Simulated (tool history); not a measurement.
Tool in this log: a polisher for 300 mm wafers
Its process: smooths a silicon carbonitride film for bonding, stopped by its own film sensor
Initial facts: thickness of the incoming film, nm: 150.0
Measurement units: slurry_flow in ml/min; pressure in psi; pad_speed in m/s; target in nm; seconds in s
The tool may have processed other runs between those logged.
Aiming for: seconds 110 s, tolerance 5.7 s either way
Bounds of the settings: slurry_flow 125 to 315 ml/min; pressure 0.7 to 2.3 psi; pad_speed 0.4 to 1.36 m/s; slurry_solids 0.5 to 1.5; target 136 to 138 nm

run 1 day=0 | slurry_flow=205 pressure=1.5 pad_speed=0.88 slurry_solids=1 target=136 | seconds=68.104
run 2 day=0.288 | slurry_flow=155 pressure=1.5 pad_speed=0.88 slurry_solids=1 target=136 | seconds=68.705
run 3 day=0.308 | slurry_flow=155 pressure=1.3 pad_speed=0.86 slurry_solids=1 target=136 | seconds=81.798
run 4 day=0.642 | slurry_flow=155 pressure=1.2 pad_speed=0.86 slurry_solids=1 target=136 | seconds=87.824
run 5 day=0.996 | slurry_flow=155 pressure=1.2 pad_speed=1.02 slurry_solids=1 target=136 | seconds=75.766
run 6 day=1.225 | slurry_flow=155 pressure=1.1 pad_speed=1.02 slurry_solids=1 target=136 | seconds=83.894
run 7 day=1.412 | slurry_flow=155 pressure=1 pad_speed=1.02 slurry_solids=1 target=136 | seconds=88.548
run 8 day=1.783 | slurry_flow=155 pressure=0.9 pad_speed=1.02 slurry_solids=1 target=136 | seconds=100.57

Consider the 4 candidate settings below. Which is the only one whose results all fall within their allowed miss of target?
run A day=2.154 | slurry_flow=125 pressure=1 pad_speed=0.98 slurry_solids=1.05 target=136 | seconds=?
run B day=2.154 | slurry_flow=175 pressure=0.7 pad_speed=1.3 slurry_solids=0.9 target=136 | seconds=?
run C day=2.154 | slurry_flow=170 pressure=0.8 pad_speed=1.02 slurry_solids=1.05 target=138 | seconds=?
run D day=2.154 | slurry_flow=140 pressure=1 pad_speed=1.02 slurry_solids=1.05 target=136 | seconds=?

move=A seconds=93.38
move=B seconds=110.09
move=C seconds=93.547
move=D seconds=89.637
A: the biggest miss grows against the last run
B: every result lands within tolerance
C: the biggest miss grows against the last run
D: the biggest miss grows against the last run
Move B is the one to make.
